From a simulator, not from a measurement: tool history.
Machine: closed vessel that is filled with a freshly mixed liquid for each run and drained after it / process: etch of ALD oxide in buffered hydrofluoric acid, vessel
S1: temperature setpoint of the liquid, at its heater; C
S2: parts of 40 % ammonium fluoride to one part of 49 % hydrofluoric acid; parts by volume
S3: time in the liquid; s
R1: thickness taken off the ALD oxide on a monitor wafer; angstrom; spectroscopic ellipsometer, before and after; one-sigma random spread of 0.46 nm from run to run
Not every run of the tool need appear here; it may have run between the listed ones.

run  hour    S1    S2  S3      R1
  1     0    21  22.5  85  708.56
  2   5.4    19  22.5  85  636.74
  3   9.6  18.5    23  85   602.7
  4    12  18.5    23  85  602.68
  5  17.8    18    23  85  590.28
  6  21.9    18    29  85  502.56
  7  22.8    18    29  85     506

Estimate the outcome of run 8 from the log above:
  8  29.1  18.5  29  85   ?

R1: 523.23 angstrom
